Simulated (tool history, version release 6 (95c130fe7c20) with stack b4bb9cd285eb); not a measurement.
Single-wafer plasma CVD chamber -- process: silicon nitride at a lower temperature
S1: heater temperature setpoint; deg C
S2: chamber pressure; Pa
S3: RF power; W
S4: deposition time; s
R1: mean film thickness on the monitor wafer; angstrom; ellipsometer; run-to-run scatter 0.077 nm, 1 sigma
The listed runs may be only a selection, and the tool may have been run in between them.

run 1 hour=0.0 | S1=350 S2=205 S3=295 S4=33.1 | R1=421.63
run 2 hour=5.1 | S1=354 S2=205 S3=295 S4=33.1 | R1=417.18
run 3 hour=10.9 | S1=354 S2=191 S3=290 S4=33.1 | R1=401.97
run 4 hour=19.2 | S1=354 S2=191 S3=290 S4=34.2 | R1=414.01
run 5 hour=24.7 | S1=348 S2=191 S3=290 S4=34.2 | R1=416.68
run 6 hour=30.4 | S1=348 S2=179 S3=290 S4=34.2 | R1=405.39
run 7 hour=32.5 | S1=348 S2=137 S3=275 S4=34.1 | R1=345.23
run 8 hour=37.1 | S1=348 S2=140 S3=275 S4=34.1 | R1=347.99

Run 9 has not been measured yet. What should we expect?
run 9 hour=39.2 | S1=348 S2=143 S3=275 S4=34.1 | R1=?

{"run 9": {"R1": 352.14}}
